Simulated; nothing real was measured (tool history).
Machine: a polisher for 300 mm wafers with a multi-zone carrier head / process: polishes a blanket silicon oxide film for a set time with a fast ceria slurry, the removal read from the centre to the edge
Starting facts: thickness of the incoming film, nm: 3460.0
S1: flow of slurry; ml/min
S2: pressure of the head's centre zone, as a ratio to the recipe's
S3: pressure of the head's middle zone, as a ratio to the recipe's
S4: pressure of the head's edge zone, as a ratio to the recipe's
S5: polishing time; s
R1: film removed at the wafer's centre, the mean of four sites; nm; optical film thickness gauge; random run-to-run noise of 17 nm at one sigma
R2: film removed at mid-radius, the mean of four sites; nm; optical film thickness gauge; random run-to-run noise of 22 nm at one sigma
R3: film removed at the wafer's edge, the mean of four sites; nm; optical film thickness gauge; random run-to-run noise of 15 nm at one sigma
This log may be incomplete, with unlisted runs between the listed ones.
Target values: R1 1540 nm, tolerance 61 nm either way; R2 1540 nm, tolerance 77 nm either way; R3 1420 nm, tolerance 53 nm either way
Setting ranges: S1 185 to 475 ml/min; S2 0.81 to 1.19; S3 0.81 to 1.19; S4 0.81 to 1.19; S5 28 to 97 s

run	hour	S1	S2	S3	S4	S5	R1	R2	R3
1	0	305	1	1	1	62	1033.7	963.02	1026.9
2	6	310	1.01	1.03	1	65	1123	1092.4	1082.1
3	7.5	310	1.02	1.04	1.02	67	1134.8	1089.3	1119.3
4	10.7	315	1.03	1.05	1.02	69	1194.7	1161.3	1151.9
# hour 12.4: worn pad replaced by a new one
5	12.4	315	1.03	1.05	0.98	69	1305.4	1301.8	1203
6	17.2	315	1.03	1.04	0.98	70	1326.9	1266.4	1207.9
7	24.7	315	1.02	1.04	0.98	71	1319.6	1269.2	1235.6
8	32.7	315	1.02	1.04	0.97	72	1364.6	1296.7	1254.1
9	41.1	315	1.02	1.05	0.97	73	1360.4	1298.6	1292.7
10	49.2	320	1.02	1.06	0.97	74	1397.9	1366	1299.1

Exactly one of the 4 candidate moves below puts every result within its allowed miss. Which one?
A	57.3	355	1.18	1.08	0.81	73	?	?	?
B	57.3	340	0.83	1.04	0.91	85	?	?	?
C	57.3	360	0.96	0.94	1.08	75	?	?	?
D	57.3	355	1.02	1.08	0.95	80	?	?	?

move	R1	R2	R3
A	1612.5	1372.6	1176.8
B	1311	1546.9	1440.1
C	1346.4	1264.9	1387
D	1526	1505.1	1386.2
A: carries the result that was furthest off beyond its target, to the other side
B: lands further from the targets than the last run did
C: lands further from the targets than the last run did
D: meets every target
So the answer is move D, the one that meets all the targets.
